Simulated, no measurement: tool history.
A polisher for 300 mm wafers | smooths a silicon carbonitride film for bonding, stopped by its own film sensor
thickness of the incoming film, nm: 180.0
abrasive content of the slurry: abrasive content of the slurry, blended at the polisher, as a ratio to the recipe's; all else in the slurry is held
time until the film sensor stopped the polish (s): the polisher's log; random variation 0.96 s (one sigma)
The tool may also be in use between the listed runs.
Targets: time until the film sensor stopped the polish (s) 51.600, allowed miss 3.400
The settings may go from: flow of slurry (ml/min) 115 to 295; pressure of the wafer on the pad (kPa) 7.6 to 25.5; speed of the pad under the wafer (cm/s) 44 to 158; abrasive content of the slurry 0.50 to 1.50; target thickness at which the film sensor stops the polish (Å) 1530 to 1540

run    day  flow of slurry (ml/min)  pressure of the wafer on the pad (kPa)  speed of the pad under the wafer (cm/s)  abrasive content of the slurry  target thickness at which the film sensor stops the polish (Å)  time until the film sensor stopped the polish (s)
  1  0.000                      190                                    16.5                                      100                            1.00                                                            1540                                             83.173
  2  0.246                      190                                    16.5                                      100                            1.00                                                            1540                                             83.188
  3  0.483                      190                                    16.5                                       84                            1.00                                                            1540                                             88.120
  4  0.771                      190                                    17.2                                       86                            1.00                                                            1540                                             83.731
  5  1.046                      160                                    17.2                                       86                            1.00                                                            1540                                             86.871
  6  1.238                      160                                    17.9                                       88                            1.00                                                            1540                                             85.856
  7  1.425                      165                                    18.6                                       90                            1.00                                                            1540                                             80.158
  8  1.492                      165                                    22.8                                       98                            1.00                                                            1540                                             62.563
  9  1.725                      165                                    23.4                                       98                            1.00                                                            1540                                             59.759
 10  2.008                      165                                    25.5                                      102                            1.00                                                            1540                                             55.482

5 next moves are on the table. One of them brings every result within its allowed miss. Which?
  A  2.292                      155                                    25.5                                      108                            1.25                                                            1530                                                  ?
  B  2.292                      180                                    22.8                                      112                            0.90                                                            1540                                                  ?
  C  2.292                      190                                    25.5                                       92                            0.80                                                            1540                                                  ?
  D  2.292                      160                                    21.4                                      114                            0.85                                                            1540                                                  ?
  E  2.292                      195                                    25.5                                       88                            1.05                                                            1540                                                  ?

move  time until the film sensor stopped the polish (s)
   A                                             52.898
   B                                             60.560
   C                                             64.484
   D                                             65.993
   E                                             59.725
A: meets every target
B: further off than the last run
C: further off than the last run
D: further off than the last run
E: further off than the last run
The right move is A.
